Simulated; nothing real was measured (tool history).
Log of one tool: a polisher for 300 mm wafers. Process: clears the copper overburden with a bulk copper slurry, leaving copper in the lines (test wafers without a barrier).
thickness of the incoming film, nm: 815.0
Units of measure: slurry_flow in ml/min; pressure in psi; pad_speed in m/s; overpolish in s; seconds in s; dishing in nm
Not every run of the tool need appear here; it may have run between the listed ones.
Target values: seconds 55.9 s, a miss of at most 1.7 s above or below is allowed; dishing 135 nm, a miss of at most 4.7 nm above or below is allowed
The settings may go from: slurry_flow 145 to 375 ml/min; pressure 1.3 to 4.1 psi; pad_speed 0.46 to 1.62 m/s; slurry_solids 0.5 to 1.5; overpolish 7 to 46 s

run	day	slurry_flow	pressure	pad_speed	slurry_solids	overpolish	seconds	dishing
1	0	240	2.7	1.04	1	24	84.185	90.976
2	0.146	240	2.9	1.04	1	25	78.31	98.331
3	0.362	240	3.1	1.04	1	26	74.349	103.5
4	0.675	240	3.1	1.04	0.9	26	75.315	104.12
5	0.762	240	3.4	1.04	0.9	26	68.787	107.11
6	0.829	240	3.5	1.04	0.9	27	67.034	113.6
7	1.162	240	3.6	1.04	0.9	27	64.826	113.83
8	1.408	240	3.7	1.04	0.9	28	62.982	117.83
9	1.767	240	3.8	1.04	0.9	29	61.681	120.86
10	2.021	240	3.9	1.04	0.9	30	59.379	124.88
11	2.162	245	4	1.04	0.9	31	59.096	125.34
12	2.362	240	4.1	1.06	0.85	32	57.353	127.01

Of the 5 settings listed for the next run, only one would bring every result within its allowed miss of target. Which one?
A	2.562	240	3.8	1.22	0.75	27	?	?
B	2.562	240	3.9	1.1	1	40	?	?
C	2.562	260	4.1	1.04	0.6	31	?	?
D	2.562	230	4.1	1.14	0.7	28	?	?
E	2.562	290	3.9	1.04	0.85	32	?	?

move	seconds	dishing
A	57.327	122.97
B	57.406	137.92
C	61.934	127.25
D	56.932	126.49
E	60.727	128.3
A: moves away from the targets compared with the last run
B: hits every target within its allowed miss
C: moves away from the targets compared with the last run
D: moves away from the targets compared with the last run
E: moves away from the targets compared with the last run
B meets every target.
